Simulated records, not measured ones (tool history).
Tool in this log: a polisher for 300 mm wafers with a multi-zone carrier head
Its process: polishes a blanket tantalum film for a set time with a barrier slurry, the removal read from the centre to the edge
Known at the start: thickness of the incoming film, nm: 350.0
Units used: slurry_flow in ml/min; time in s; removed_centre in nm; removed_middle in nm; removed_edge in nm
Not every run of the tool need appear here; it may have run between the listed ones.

run,day,slurry_flow,centre_zone,middle_zone,edge_zone,slurry_solids,time,removed_centre,removed_middle,removed_edge
1,0,310,1,1,1,1,38,35.93,33.899,34.996
2,0.154,310,1,1.05,1,1,38,35.745,35.776,35.088
3,0.492,310,1,1.05,1.08,1,38,35.932,35.701,36.831
4,0.629,310,0.95,1.05,1.08,1,38,33.683,35.31,36.964
5,0.996,305,0.92,1.02,1.03,0.95,38,32.339,34.147,35.563
6,1.158,305,0.92,0.98,1.03,0.95,38,32.369,33.578,35.221

Run 7 comes next. What will it give?
7,1.317,295,0.9,0.95,1,0.9,38,?,?,?

removed_centre: 30.849 nm
removed_middle: 31.83 nm
removed_edge: 34.145 nm

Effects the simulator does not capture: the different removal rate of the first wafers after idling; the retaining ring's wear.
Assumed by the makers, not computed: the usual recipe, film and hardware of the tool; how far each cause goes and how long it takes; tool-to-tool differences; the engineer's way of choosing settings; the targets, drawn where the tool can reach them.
